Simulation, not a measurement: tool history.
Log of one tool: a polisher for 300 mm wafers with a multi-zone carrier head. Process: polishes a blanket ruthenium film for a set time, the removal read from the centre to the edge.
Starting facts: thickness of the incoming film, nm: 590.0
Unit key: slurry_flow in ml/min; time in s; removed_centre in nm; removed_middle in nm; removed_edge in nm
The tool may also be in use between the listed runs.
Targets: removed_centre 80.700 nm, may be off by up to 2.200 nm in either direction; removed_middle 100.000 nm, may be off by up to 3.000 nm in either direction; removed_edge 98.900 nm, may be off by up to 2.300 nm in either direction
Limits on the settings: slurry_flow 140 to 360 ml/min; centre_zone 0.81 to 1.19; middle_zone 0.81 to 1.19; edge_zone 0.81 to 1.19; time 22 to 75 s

{"run": 1, "hour": 0.0, "slurry_flow": 230, "centre_zone": 1.0, "middle_zone": 1.0, "edge_zone": 1.0, "time": 48, "removed_centre": 59.84, "removed_middle": 63.295, "removed_edge": 63.035}
{"run": 2, "hour": 1.9, "slurry_flow": 230, "centre_zone": 1.06, "middle_zone": 1.0, "edge_zone": 1.0, "time": 48, "removed_centre": 64.563, "removed_middle": 62.401, "removed_edge": 62.779}
{"run": 3, "hour": 3.9, "slurry_flow": 265, "centre_zone": 1.06, "middle_zone": 1.0, "edge_zone": 1.0, "time": 48, "removed_centre": 65.148, "removed_middle": 64.138, "removed_edge": 63.857}
{"run": 4, "hour": 10.3, "slurry_flow": 265, "centre_zone": 1.06, "middle_zone": 1.0, "edge_zone": 0.96, "time": 48, "removed_centre": 65.238, "removed_middle": 63.756, "removed_edge": 62.412}
{"hour": 19.1, "done": "worn pad replaced by a new one"}
{"run": 5, "hour": 19.1, "slurry_flow": 295, "centre_zone": 1.06, "middle_zone": 1.0, "edge_zone": 0.96, "time": 48, "removed_centre": 70.639, "removed_middle": 69.68, "removed_edge": 67.474}
{"run": 6, "hour": 27.6, "slurry_flow": 335, "centre_zone": 1.06, "middle_zone": 1.0, "edge_zone": 0.96, "time": 48, "removed_centre": 72.198, "removed_middle": 69.838, "removed_edge": 68.016}
{"run": 7, "hour": 28.9, "slurry_flow": 335, "centre_zone": 1.03, "middle_zone": 1.01, "edge_zone": 0.98, "time": 50, "removed_centre": 72.743, "removed_middle": 73.153, "removed_edge": 71.706}
{"run": 8, "hour": 29.8, "slurry_flow": 335, "centre_zone": 1.01, "middle_zone": 1.03, "edge_zone": 1.0, "time": 52, "removed_centre": 73.367, "removed_middle": 77.932, "removed_edge": 75.094}
{"run": 9, "hour": 36.5, "slurry_flow": 335, "centre_zone": 1.0, "middle_zone": 1.04, "edge_zone": 1.02, "time": 54, "removed_centre": 75.885, "removed_middle": 81.795, "removed_edge": 79.337}
{"run": 10, "hour": 39.2, "slurry_flow": 335, "centre_zone": 0.99, "middle_zone": 1.05, "edge_zone": 1.04, "time": 55, "removed_centre": 77.317, "removed_middle": 84.687, "removed_edge": 81.021}
{"run": 11, "hour": 47.7, "slurry_flow": 335, "centre_zone": 0.97, "middle_zone": 1.05, "edge_zone": 1.05, "time": 56, "removed_centre": 77.208, "removed_middle": 84.928, "removed_edge": 82.972}
{"run": 12, "hour": 52.1, "slurry_flow": 335, "centre_zone": 0.96, "middle_zone": 1.06, "edge_zone": 1.07, "time": 57, "removed_centre": 78.078, "removed_middle": 87.357, "removed_edge": 86.255}
{"run": 13, "hour": 58.8, "slurry_flow": 340, "centre_zone": 0.92, "middle_zone": 1.15, "edge_zone": 1.17, "time": 61, "removed_centre": 78.158, "removed_middle": 100.83, "removed_edge": 95.566}

Of the 4 settings listed for the next run, only one would bring every result within its allowed miss of target. Which one?
{"run": "A", "hour": 65.5, "slurry_flow": 305, "centre_zone": 0.84, "middle_zone": 1.05, "edge_zone": 1.19, "time": 65, "removed_centre": "?", "removed_middle": "?", "removed_edge": "?"}
{"run": "B", "hour": 65.5, "slurry_flow": 325, "centre_zone": 0.84, "middle_zone": 1.05, "edge_zone": 1.19, "time": 65, "removed_centre": "?", "removed_middle": "?", "removed_edge": "?"}
{"run": "C", "hour": 65.5, "slurry_flow": 355, "centre_zone": 0.91, "middle_zone": 1.1, "edge_zone": 1.18, "time": 63, "removed_centre": "?", "removed_middle": "?", "removed_edge": "?"}
{"run": "D", "hour": 65.5, "slurry_flow": 360, "centre_zone": 0.98, "middle_zone": 1.19, "edge_zone": 1.13, "time": 59, "removed_centre": "?", "removed_middle": "?", "removed_edge": "?"}

move=A removed_centre=75.236 removed_middle=98.030 removed_edge=100.570
move=B removed_centre=75.745 removed_middle=98.633 removed_edge=101.040
move=C removed_centre=80.305 removed_middle=100.220 removed_edge=98.045
move=D removed_centre=81.195 removed_middle=100.520 removed_edge=89.845
A: the furthest-off result lands on target, but another misses its tolerance
B: the furthest-off result lands on target, but another misses its tolerance
C: every result lands within tolerance
D: misses by more than the last run did
Answer: C
